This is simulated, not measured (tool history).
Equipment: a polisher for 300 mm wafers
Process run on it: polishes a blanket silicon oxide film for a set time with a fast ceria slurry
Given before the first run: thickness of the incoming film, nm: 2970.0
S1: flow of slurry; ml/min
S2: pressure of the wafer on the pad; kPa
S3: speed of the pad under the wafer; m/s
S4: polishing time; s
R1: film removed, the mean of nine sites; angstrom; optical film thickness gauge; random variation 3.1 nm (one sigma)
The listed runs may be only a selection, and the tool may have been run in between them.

run 1 day=0 | S1=125 S2=18.6 S3=0.9 S4=31 | R1=3209.9
run 2 day=0.033 | S1=140 S2=18.6 S3=0.9 S4=31 | R1=3308.8
run 3 day=0.3 | S1=140 S2=18.6 S3=0.76 S4=31 | R1=2810.2
run 4 day=0.654 | S1=140 S2=20.7 S3=0.76 S4=31 | R1=3102.7
-- day=1.008 slurry nozzle cleaned
run 5 day=1.008 | S1=135 S2=19.3 S3=0.76 S4=31 | R1=3292.4
run 6 day=1.35 | S1=145 S2=17.9 S3=0.74 S4=31 | R1=3041
run 7 day=1.721 | S1=140 S2=16.5 S3=0.7 S4=31 | R1=2667.6
run 8 day=2.083 | S1=140 S2=15.9 S3=0.7 S4=31 | R1=2555.4

For run 9, what comes out?
run 9 day=2.288 | S1=135 S2=15.2 S3=0.7 S4=31 | R1=?

{"run 9": {"R1": 2425.9}}

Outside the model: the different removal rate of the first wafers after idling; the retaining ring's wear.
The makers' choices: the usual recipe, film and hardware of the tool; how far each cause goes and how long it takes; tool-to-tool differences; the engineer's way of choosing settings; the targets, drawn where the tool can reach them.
